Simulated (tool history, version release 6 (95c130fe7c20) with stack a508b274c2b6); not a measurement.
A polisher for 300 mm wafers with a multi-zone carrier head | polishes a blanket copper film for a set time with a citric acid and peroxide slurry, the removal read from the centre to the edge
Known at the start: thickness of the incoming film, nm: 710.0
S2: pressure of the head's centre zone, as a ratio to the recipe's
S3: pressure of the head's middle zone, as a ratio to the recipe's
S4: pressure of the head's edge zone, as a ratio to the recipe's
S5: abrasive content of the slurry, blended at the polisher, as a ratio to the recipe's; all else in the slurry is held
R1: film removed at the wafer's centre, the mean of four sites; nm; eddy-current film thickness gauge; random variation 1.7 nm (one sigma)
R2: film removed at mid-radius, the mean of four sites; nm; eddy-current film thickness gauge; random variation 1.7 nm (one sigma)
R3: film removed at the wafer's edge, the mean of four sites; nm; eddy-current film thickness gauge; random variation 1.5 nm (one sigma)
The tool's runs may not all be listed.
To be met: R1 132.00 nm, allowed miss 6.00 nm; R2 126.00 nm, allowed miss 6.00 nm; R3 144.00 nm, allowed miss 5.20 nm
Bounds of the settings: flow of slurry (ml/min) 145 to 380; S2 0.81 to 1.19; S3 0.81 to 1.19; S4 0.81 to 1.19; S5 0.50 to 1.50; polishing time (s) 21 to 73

{"run": 1, "hour": 0.0, "flow of slurry (ml/min)": 245, "S2": 1.0, "S3": 1.0, "S4": 1.0, "S5": 1.0, "polishing time (s)": 47, "R1": 116.64, "R2": 114.59, "R3": 116.2}
{"run": 2, "hour": 7.1, "flow of slurry (ml/min)": 245, "S2": 0.97, "S3": 1.0, "S4": 1.0, "S5": 1.0, "polishing time (s)": 47, "R1": 114.48, "R2": 110.12, "R3": 113.35}
{"run": 3, "hour": 15.6, "flow of slurry (ml/min)": 245, "S2": 0.97, "S3": 0.97, "S4": 1.0, "S5": 1.0, "polishing time (s)": 47, "R1": 108.72, "R2": 111.86, "R3": 112.91}
{"run": 4, "hour": 19.3, "flow of slurry (ml/min)": 245, "S2": 0.97, "S3": 0.97, "S4": 0.95, "S5": 1.0, "polishing time (s)": 47, "R1": 113.76, "R2": 110.78, "R3": 110.98}
{"run": 5, "hour": 26.4, "flow of slurry (ml/min)": 275, "S2": 0.97, "S3": 0.97, "S4": 0.95, "S5": 1.0, "polishing time (s)": 47, "R1": 113.46, "R2": 110.59, "R3": 112.46}
{"run": 6, "hour": 34.4, "flow of slurry (ml/min)": 280, "S2": 0.98, "S3": 0.97, "S4": 0.97, "S5": 1.05, "polishing time (s)": 47, "R1": 117.36, "R2": 117.14, "R3": 116.24}
{"run": 7, "hour": 35.8, "flow of slurry (ml/min)": 270, "S2": 0.99, "S3": 0.87, "S4": 1.07, "S5": 1.25, "polishing time (s)": 50, "R1": 127.32, "R2": 112.62, "R3": 130.5}
{"run": 8, "hour": 43.2, "flow of slurry (ml/min)": 270, "S2": 0.99, "S3": 0.87, "S4": 1.07, "S5": 1.25, "polishing time (s)": 50, "R1": 130.08, "R2": 116.75, "R3": 131.39}

4 next moves are on the table. One of them brings every result within its allowed miss. Which?
{"run": "A", "hour": 50.6, "flow of slurry (ml/min)": 260, "S2": 1.08, "S3": 0.83, "S4": 1.07, "S5": 1.35, "polishing time (s)": 47, "R1": "?", "R2": "?", "R3": "?"}
{"run": "B", "hour": 50.6, "flow of slurry (ml/min)": 270, "S2": 0.95, "S3": 0.82, "S4": 1.17, "S5": 1.15, "polishing time (s)": 57, "R1": "?", "R2": "?", "R3": "?"}
{"run": "C", "hour": 50.6, "flow of slurry (ml/min)": 200, "S2": 0.98, "S3": 0.93, "S4": 1.13, "S5": 1.25, "polishing time (s)": 54, "R1": "?", "R2": "?", "R3": "?"}
{"run": "D", "hour": 50.6, "flow of slurry (ml/min)": 290, "S2": 0.88, "S3": 0.85, "S4": 1.16, "S5": 1.1, "polishing time (s)": 59, "R1": "?", "R2": "?", "R3": "?"}

move=A R1=130.85 R2=102.34 R3=125.88
move=B R1=135.62 R2=119.61 R3=154.52
move=C R1=130.69 R2=123.59 R3=143.13
move=D R1=129.74 R2=127.06 R3=158.62
A: further off than the last run
B: takes the result that was furthest off past its target
C: meets every target
D: takes the result that was furthest off past its target
Answer: C

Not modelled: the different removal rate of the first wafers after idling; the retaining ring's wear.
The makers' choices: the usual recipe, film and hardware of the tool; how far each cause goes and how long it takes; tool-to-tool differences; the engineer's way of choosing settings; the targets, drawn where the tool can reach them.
